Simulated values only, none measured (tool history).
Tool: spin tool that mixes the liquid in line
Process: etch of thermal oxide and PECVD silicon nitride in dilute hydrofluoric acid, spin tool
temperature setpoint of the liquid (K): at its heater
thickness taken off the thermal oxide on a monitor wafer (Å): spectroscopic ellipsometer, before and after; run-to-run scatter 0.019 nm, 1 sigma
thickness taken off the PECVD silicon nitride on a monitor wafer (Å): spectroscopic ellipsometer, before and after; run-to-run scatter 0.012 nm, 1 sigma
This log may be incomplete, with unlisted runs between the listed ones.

run	hour	temperature setpoint of the liquid (K)	parts of water to one part of 49 % hydrofluoric acid (parts by volume)	time under the liquid (s)	thickness taken off the thermal oxide on a monitor wafer (Å)	thickness taken off the PECVD silicon nitride on a monitor wafer (Å)
1	0	297.15	130	180	61.543	27.84
2	5.5	297.15	160	180	46.593	22.694
3	9.1	298.65	160	180	49.823	24.74
4	13.1	295.65	170	165	37.769	17.729
5	16.8	295.65	150	165	44.122	20.639
6	24.1	293.65	165	155	34.379	15.068

Predict the results of run 7:
7	30.7	292.65	175	155	?	?

For run 7 the tool returned thickness taken off the thermal oxide on a monitor wafer (Å) 30.762, thickness taken off the PECVD silicon nitride on a monitor wafer (Å) 13.304.

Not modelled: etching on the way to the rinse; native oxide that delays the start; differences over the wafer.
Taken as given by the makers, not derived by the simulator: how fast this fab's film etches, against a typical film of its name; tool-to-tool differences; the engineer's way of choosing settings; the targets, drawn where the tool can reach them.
